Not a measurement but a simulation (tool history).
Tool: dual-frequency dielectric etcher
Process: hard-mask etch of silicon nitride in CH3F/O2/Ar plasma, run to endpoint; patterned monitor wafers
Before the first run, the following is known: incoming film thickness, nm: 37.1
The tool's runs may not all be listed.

run 1 hour=0 | source_power_(W)=490 bias_power_(W)=79 | endpoint_time_(s)=44.704
run 2 hour=5 | source_power_(W)=490 bias_power_(W)=89 | endpoint_time_(s)=42.189
run 3 hour=12.1 | source_power_(W)=510 bias_power_(W)=90 | endpoint_time_(s)=41.899
run 4 hour=13.4 | source_power_(W)=510 bias_power_(W)=79 | endpoint_time_(s)=43.893
run 5 hour=16.9 | source_power_(W)=510 bias_power_(W)=89 | endpoint_time_(s)=41.161
run 6 hour=22 | source_power_(W)=510 bias_power_(W)=79 | endpoint_time_(s)=44.04
run 7 hour=29.5 | source_power_(W)=540 bias_power_(W)=81 | endpoint_time_(s)=42.406
run 8 hour=35.6 | source_power_(W)=560 bias_power_(W)=82 | endpoint_time_(s)=41.264

Estimate the outcome of run 9 from the log above:
run 9 hour=38.1 | source_power_(W)=570 bias_power_(W)=82 | endpoint_time_(s)=?

{"run 9": {"endpoint time (s)": 41.121}}
